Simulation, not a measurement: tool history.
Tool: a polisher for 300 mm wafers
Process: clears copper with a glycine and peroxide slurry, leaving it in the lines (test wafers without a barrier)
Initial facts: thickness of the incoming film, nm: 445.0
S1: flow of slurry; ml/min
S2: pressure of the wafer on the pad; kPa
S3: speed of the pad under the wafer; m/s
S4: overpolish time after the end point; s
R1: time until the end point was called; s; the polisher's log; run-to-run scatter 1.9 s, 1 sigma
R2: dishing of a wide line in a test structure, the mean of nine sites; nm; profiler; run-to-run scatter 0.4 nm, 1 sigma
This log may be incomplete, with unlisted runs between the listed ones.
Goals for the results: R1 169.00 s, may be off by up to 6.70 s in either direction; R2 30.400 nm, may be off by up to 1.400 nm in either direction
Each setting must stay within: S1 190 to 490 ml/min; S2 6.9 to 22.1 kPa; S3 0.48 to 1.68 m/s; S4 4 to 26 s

run  hour   S1    S2    S3  S4      R1      R2
  1   0.0  315  14.5  1.08  13  106.67  35.211
  2   2.1  315  13.1  1.06  14  118.89  34.127
  3   5.4  315  13.1  1.06  11  118.12  28.067
  4  13.1  315  13.1  1.28  11  101.35  31.607
  5  16.8  315  13.1  1.28   9  101.03  27.344
  6  20.5  315  13.1  1.04   9  117.41  23.154
  7  21.6  315  11.7  1.04  11  126.28  26.731
  8  25.9  315  10.3  1.02  12  142.81  25.774
  9  27.4  315   7.6  1.00  18  180.95  30.706
 10  31.8  315   9.0  1.00  17  159.99  30.724

Consider the 4 candidate settings below. Which is the only one whose results all fall within their allowed miss of target?
  A  36.2  310   8.3  1.12  16   ?   ?
  B  36.2  245  13.1  0.80  15   ?   ?
  C  36.2  315   9.0  0.94  17   ?   ?
  D  36.2  245   9.7  1.12  14   ?   ?

move      R1      R2
   A  153.78  29.219
   B  144.65  29.665
   C  163.87  29.404
   D  141.43  28.090
A: moves away from the targets compared with the last run
B: moves away from the targets compared with the last run
C: each result inside its tolerance
D: moves away from the targets compared with the last run
Correct choice: C, which meets every target

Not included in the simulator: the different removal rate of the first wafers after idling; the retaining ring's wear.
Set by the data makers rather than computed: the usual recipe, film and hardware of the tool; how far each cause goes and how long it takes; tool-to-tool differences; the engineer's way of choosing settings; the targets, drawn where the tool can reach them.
